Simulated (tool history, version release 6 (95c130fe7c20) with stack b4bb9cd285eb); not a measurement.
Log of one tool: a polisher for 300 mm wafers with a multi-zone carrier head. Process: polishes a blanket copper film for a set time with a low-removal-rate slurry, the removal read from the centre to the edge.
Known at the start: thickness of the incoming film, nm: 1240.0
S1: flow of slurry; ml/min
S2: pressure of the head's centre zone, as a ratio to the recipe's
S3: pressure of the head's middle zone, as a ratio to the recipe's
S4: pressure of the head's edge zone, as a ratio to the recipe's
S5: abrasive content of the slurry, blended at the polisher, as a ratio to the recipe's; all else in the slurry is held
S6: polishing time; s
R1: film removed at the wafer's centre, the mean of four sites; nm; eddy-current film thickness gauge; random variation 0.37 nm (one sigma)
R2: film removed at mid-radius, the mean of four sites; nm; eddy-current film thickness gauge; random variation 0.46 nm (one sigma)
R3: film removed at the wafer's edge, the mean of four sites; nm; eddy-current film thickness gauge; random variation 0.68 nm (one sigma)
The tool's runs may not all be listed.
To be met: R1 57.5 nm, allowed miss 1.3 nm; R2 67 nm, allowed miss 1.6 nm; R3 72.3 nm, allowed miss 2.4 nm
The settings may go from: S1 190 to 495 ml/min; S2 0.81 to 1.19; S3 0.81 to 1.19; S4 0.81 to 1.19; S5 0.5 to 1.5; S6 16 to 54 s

Run 1, hour 0: S1 320 ml/min, S2 1, S3 1, S4 1, S5 1, S6 35 s. Result: R1 60.803 nm, R2 61.623 nm, R3 62.892 nm.
Run 2, hour 4.4: S1 320 ml/min, S2 1, S3 1, S4 1, S5 1.2, S6 35 s. Result: R1 64.542 nm, R2 64.205 nm, R3 64.679 nm.
Run 3, hour 8.8: S1 320 ml/min, S2 1, S3 1, S4 1, S5 1.05, S6 35 s. Result: R1 61.849 nm, R2 62.322 nm, R3 63.243 nm.
Run 4, hour 12.9: S1 320 ml/min, S2 0.97, S3 1.01, S4 1.04, S5 1.1, S6 35 s. Result: R1 60.515 nm, R2 62.697 nm, R3 63.886 nm.
Run 5, hour 16.9: S1 320 ml/min, S2 0.97, S3 0.98, S4 1.04, S5 1.1, S6 35 s. Result: R1 60.748 nm, R2 61.699 nm, R3 64.337 nm.
Run 6, hour 23: S1 320 ml/min, S2 0.97, S3 0.98, S4 0.97, S5 1.1, S6 35 s. Result: R1 61.56 nm, R2 62.14 nm, R3 61.854 nm.
Run 7, hour 27.6: S1 310 ml/min, S2 0.94, S3 0.99, S4 1.02, S5 1.15, S6 35 s. Result: R1 58.777 nm, R2 63.427 nm, R3 64.848 nm.
Run 8, hour 34: S1 295 ml/min, S2 0.93, S3 1, S4 1.05, S5 1.2, S6 35 s. Result: R1 58.867 nm, R2 63.629 nm, R3 65.801 nm.
Run 9, hour 42.1: S1 290 ml/min, S2 0.92, S3 1.01, S4 1.08, S5 1.25, S6 35 s. Result: R1 58.805 nm, R2 64.897 nm, R3 67.599 nm.
Run 10, hour 45.5: S1 285 ml/min, S2 0.91, S3 1.02, S4 1.1, S5 1.25, S6 35 s. Result: R1 57.78 nm, R2 65.563 nm, R3 67.232 nm.
Run 11, hour 52.7: S1 280 ml/min, S2 0.9, S3 1.01, S4 1.12, S5 1.3, S6 35 s. Result: R1 57.773 nm, R2 64.803 nm, R3 67.975 nm.

Which of these 4 next moves meets every target?
Run A, hour 59.9: S1 280 ml/min, S2 0.88, S3 0.96, S4 1.19, S5 1.1, S6 37 s. Result: R1 ?, R2 ?, R3 ?.
Run B, hour 59.9: S1 330 ml/min, S2 0.86, S3 1.1, S4 1.04, S5 1.1, S6 37 s. Result: R1 ?, R2 ?, R3 ?.
Run C, hour 59.9: S1 255 ml/min, S2 0.87, S3 1.01, S4 1.15, S5 1.25, S6 37 s. Result: R1 ?, R2 ?, R3 ?.
Run D, hour 59.9: S1 265 ml/min, S2 0.86, S3 1.05, S4 1.13, S5 1.35, S6 36 s. Result: R1 ?, R2 ?, R3 ?.

move      R1      R2      R3
   A  57.098  63.848  72.343
   B  56.936  71.778  68.361
   C  57.612   67.67  72.771
   D  56.845  69.442  71.815
A: brings the result that was furthest off to its target, and leaves another outside
B: further off than the last run
C: meets every target
D: brings the result that was furthest off to its target, and leaves another outside
Answer: C
